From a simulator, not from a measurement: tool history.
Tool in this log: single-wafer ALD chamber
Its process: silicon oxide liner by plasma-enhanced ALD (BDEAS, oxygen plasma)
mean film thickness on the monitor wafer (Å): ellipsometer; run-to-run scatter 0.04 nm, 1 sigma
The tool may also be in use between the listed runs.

run	hour	heater temperature setpoint (deg C)	number of ALD cycles (cycles)	mean film thickness on the monitor wafer (Å)
1	0	320	77	72.842
2	2.6	320	78	74.147
3	11.6	320	79	74.875
4	18.3	320	80	75.182
5	21.6	327	80	74.869
6	22.9	323	80	75.522

Run 7 is up next; what results do you expect?
7	27.5	323	81	?

Run 7 came out at mean film thickness on the monitor wafer (Å) 76.126.
